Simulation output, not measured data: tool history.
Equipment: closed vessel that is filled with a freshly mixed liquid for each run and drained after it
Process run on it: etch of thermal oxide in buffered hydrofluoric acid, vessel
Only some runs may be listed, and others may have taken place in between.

| run | hour | temperature setpoint of the liquid (C) | parts of 40 % ammonium fluoride to one part of 49 % hydrofluoric acid (parts by volume) | time in the liquid (s) | thickness taken off the thermal oxide on a monitor wafer (Å) |
|---|---|---|---|---|---|
| 1 | 0.0 | 23.0 | 19.0 | 30 | 163.09 |
| 2 | 4.3 | 25.0 | 19.0 | 30 | 182.94 |
| 3 | 6.8 | 26.5 | 17.0 | 30 | 216.51 |
| 4 | 8.0 | 27.5 | 15.5 | 30 | 254.63 |
| 5 | 12.1 | 27.5 | 15.5 | 30 | 253.81 |
| 6 | 19.4 | 27.5 | 15.5 | 30 | 253.74 |

Expected results for the next run?
| 7 | 24.2 | 28.5 | 14.5 | 30 | ? |

Run 7 measured thickness taken off the thermal oxide on a monitor wafer (Å) 282.67.
